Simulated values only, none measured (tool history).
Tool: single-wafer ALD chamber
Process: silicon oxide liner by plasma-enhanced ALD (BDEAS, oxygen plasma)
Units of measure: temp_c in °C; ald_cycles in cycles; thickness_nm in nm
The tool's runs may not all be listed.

run,hour,temp_c,ald_cycles,thickness_nm
1,0,315,77,6.6316
2,8.4,315,75,6.4577
3,15.6,315,74,6.3584
4,19.8,319,74,6.3549
5,28.8,314,74,6.4097
6,33.2,314,79,6.8002
7,37.4,314,77,6.6187
8,39.1,314,75,6.4663
9,44.6,314,73,6.2992
10,48.2,314,72,6.1929
11,57,314,71,6.1442
12,58.4,314,70,6.0547

Run 13 has not been measured yet. What should we expect?
13,66.9,316,61,?

thickness_nm: 5.2566 nm
